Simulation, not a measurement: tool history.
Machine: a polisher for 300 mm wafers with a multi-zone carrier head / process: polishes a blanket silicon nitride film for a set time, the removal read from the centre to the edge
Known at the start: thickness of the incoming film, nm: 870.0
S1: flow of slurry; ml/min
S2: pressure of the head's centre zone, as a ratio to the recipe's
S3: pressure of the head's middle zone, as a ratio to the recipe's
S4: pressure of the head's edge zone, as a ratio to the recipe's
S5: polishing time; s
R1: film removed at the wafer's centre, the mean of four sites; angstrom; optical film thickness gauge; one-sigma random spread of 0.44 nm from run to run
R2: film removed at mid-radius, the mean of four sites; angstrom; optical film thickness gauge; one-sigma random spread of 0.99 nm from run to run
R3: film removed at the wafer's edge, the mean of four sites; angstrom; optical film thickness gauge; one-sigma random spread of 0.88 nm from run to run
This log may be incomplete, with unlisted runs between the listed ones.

| run | day | S1 | S2 | S3 | S4 | S5 | R1 | R2 | R3 |
|---|---|---|---|---|---|---|---|---|---|
| 1 | 0 | 295 | 1 | 1 | 1 | 79 | 1067.7 | 1032.5 | 1087 |
| 2 | 0.283 | 295 | 0.92 | 1 | 1 | 79 | 985.08 | 1059.8 | 1083.2 |
| 3 | 0.55 | 290 | 0.91 | 1 | 0.98 | 75 | 912.81 | 1009.1 | 998.5 |
| 4 | 0.75 | 290 | 0.91 | 1.05 | 0.98 | 75 | 908.22 | 1025.6 | 1008.4 |
| 5 | 0.971 | 290 | 0.91 | 1.05 | 0.98 | 83 | 1003.4 | 1139.8 | 1117.1 |
| 6 | 1.008 | 285 | 0.9 | 1.04 | 0.97 | 79 | 947.34 | 1064.2 | 1034.5 |
| 7 | 1.371 | 275 | 0.89 | 1.03 | 0.97 | 75 | 882.48 | 1017.4 | 979.94 |
| 8 | 1.708 | 270 | 0.88 | 1.01 | 0.97 | 72 | 842.62 | 976.74 | 968.57 |

Run 9 has not been measured yet. What should we expect?
| 9 | 1.908 | 270 | 0.88 | 1 | 0.96 | 69 | ? | ? | ? |

{"run 9": {"R1": 807.26, "R2": 910.08, "R3": 910.94}}
